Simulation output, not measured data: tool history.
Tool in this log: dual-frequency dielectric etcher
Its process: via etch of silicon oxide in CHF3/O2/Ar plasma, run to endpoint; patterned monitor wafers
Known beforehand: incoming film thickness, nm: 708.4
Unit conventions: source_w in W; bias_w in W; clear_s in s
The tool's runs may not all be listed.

run,day,source_w,bias_w,clear_s
1,0.000,660,233,326.73
2,0.300,680,234,323.01
3,0.588,700,235,320.45
4,0.812,720,236,316.54
5,0.838,740,237,313.57
6,1.038,640,237,322.87

For run 7, what comes out?
7,1.208,770,252,?

For run 7 the tool returned clear_s 305.81 s.

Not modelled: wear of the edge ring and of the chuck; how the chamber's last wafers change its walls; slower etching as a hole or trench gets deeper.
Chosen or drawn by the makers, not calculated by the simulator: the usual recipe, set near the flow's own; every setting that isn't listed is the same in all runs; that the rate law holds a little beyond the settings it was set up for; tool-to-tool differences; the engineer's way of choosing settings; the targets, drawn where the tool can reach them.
